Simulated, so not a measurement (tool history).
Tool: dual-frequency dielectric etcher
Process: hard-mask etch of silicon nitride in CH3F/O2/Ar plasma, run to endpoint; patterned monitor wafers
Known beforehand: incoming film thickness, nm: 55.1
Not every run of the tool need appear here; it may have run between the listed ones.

run	hour	source power (W)	bias power (W)	endpoint time (s)
1	0.0	410	92	72.371
2	6.5	370	84	75.861
3	10.0	330	74	83.528
4	13.3	390	74	77.285
5	22.1	460	74	73.211
6	24.4	460	86	69.433
7	30.3	400	78	76.082
8	33.1	400	78	74.818

Run 9 comes next. What will it give?
9	38.2	360	72	?

endpoint time (s): 79.908

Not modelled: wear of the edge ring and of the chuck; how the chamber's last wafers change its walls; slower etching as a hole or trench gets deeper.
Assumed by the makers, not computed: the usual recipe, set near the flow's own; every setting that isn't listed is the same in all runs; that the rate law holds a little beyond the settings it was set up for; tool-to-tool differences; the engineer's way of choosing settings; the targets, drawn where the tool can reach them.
